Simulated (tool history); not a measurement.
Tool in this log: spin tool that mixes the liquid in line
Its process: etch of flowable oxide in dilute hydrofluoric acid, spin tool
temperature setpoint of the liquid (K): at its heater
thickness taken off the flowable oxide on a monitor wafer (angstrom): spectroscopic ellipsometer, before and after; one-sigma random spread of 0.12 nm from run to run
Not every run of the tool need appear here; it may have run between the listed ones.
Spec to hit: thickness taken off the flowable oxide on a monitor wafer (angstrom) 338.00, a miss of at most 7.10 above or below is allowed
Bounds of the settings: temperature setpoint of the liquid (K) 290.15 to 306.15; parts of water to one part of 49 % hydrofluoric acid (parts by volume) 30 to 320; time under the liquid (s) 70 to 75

run	hour	temperature setpoint of the liquid (K)	parts of water to one part of 49 % hydrofluoric acid (parts by volume)	time under the liquid (s)	thickness taken off the flowable oxide on a monitor wafer (angstrom)
1	0.0	298.15	175	70	133.12
2	8.8	298.15	175	70	132.37
3	16.5	298.15	175	70	132.70
4	23.4	300.15	145	70	179.63
5	29.6	300.15	190	70	128.87
6	33.6	300.15	240	70	95.90
7	38.8	301.65	195	70	132.04
8	46.0	302.65	160	70	173.74
9	55.0	303.65	135	70	220.79
10	56.0	304.15	120	70	260.14
11	60.9	304.65	115	70	277.33
# hour 66.9: thermometer replaced
12	66.9	305.15	110	70	278.45
13	73.3	305.15	110	70	275.76
14	75.4	306.15	80	70	412.04
15	79.3	304.65	80	70	388.07

Next run, 4 choices. One meets every target within its allowed miss, the rest don't. Which?
A	83.2	301.65	85	70	?
B	83.2	303.65	90	75	?
C	83.2	306.15	105	75	?
D	83.2	306.15	95	70	?

move	thickness taken off the flowable oxide on a monitor wafer (angstrom)
A	325.46
B	352.87
C	324.47
D	339.83
A: moves the result that the last run missed by most past its target, out the other side
B: moves toward the targets from the last run without getting all of them in spec
C: moves the result that the last run missed by most past its target, out the other side
D: all results in spec
Answer: D

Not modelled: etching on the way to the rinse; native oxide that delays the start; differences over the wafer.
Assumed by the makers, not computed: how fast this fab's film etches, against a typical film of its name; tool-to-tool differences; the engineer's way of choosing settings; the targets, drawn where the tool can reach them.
